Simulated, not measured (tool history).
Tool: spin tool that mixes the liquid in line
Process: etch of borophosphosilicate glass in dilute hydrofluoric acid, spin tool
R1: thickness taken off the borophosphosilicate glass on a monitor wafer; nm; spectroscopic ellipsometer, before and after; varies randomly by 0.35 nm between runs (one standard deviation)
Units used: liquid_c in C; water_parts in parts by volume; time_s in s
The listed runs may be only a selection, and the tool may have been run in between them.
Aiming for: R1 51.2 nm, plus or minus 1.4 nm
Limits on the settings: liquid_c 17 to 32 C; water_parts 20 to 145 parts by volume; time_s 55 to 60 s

{"run": 1, "hour": 0.0, "liquid_c": 24, "water_parts": 80, "time_s": 55, "R1": 33.784}
{"run": 2, "hour": 1.0, "liquid_c": 25.5, "water_parts": 80, "time_s": 55, "R1": 35.548}
{"run": 3, "hour": 5.6, "liquid_c": 24.5, "water_parts": 80, "time_s": 55, "R1": 33.827}
{"run": 4, "hour": 6.9, "liquid_c": 24.5, "water_parts": 80, "time_s": 55, "R1": 33.737}
{"run": 5, "hour": 9.0, "liquid_c": 26, "water_parts": 80, "time_s": 55, "R1": 36.172}
{"run": 6, "hour": 11.6, "liquid_c": 26, "water_parts": 80, "time_s": 55, "R1": 35.948}
{"run": 7, "hour": 18.8, "liquid_c": 26, "water_parts": 80, "time_s": 55, "R1": 35.909}
{"run": 8, "hour": 20.8, "liquid_c": 27, "water_parts": 80, "time_s": 55, "R1": 37.045}
{"run": 9, "hour": 25.3, "liquid_c": 31, "water_parts": 65, "time_s": 55, "R1": 54.546}
{"run": 10, "hour": 33.6, "liquid_c": 30.5, "water_parts": 65, "time_s": 55, "R1": 53.933}
{"run": 11, "hour": 40.7, "liquid_c": 30, "water_parts": 65, "time_s": 55, "R1": 53.746}

Which single option among these 4 for the next run brings every result within its allowed miss of target? Just one does.
{"run": "A", "hour": 47.8, "liquid_c": 28.5, "water_parts": 60, "time_s": 55, "R1": "?"}
{"run": "B", "hour": 47.8, "liquid_c": 31.5, "water_parts": 70, "time_s": 60, "R1": "?"}
{"run": "C", "hour": 47.8, "liquid_c": 31.5, "water_parts": 70, "time_s": 55, "R1": "?"}
{"run": "D", "hour": 47.8, "liquid_c": 30, "water_parts": 60, "time_s": 55, "R1": "?"}

move=A R1=54.499
move=B R1=56.379
move=C R1=51.681
move=D R1=57.791
A: moves away from the targets compared with the last run
B: moves away from the targets compared with the last run
C: all results land within tolerance of their targets
D: moves away from the targets compared with the last run
Move C is the one to make.
